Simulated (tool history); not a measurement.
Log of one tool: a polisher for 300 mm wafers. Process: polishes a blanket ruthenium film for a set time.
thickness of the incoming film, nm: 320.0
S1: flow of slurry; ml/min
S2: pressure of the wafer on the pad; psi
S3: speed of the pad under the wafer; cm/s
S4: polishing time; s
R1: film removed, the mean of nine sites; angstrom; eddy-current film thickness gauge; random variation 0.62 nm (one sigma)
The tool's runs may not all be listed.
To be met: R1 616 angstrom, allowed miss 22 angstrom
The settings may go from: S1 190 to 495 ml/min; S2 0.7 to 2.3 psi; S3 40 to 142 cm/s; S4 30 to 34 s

run  hour   S1   S2   S3  S4      R1
  1     0  320  1.5   90  34  304.34
  2   5.7  320  1.7   94  34   367.4
  3  13.9  320  1.5   94  34   322.5
  4  17.2  320  1.5   94  30  282.49
  5  18.4  320  1.7   98  30   331.1
  6  19.5  320  1.9   98  30  367.59
  7    23  320    2  106  30  419.64
  8  27.3  320  2.1  112  30  460.63
  9  29.9  320  2.1  116  30  482.98
 10  31.6  320  2.1  120  30  490.28

5 next moves are on the table. One of them brings every result within its allowed miss. Which?
  A  33.3  220  1.6  122  33   ?
  B  33.3  195  2.2  136  33   ?
  C  33.3  375  2.3   96  31   ?
  D  33.3  350    2  140  30   ?
  E  33.3  350  1.8  110  34   ?

move      R1
   A  415.33
   B  622.27
   C  461.54
   D   556.1
   E   451.2
A: further off than the last run
B: meets every target
C: further off than the last run
D: nearer than the last run, and not there yet
E: further off than the last run
Move B is the one to make.
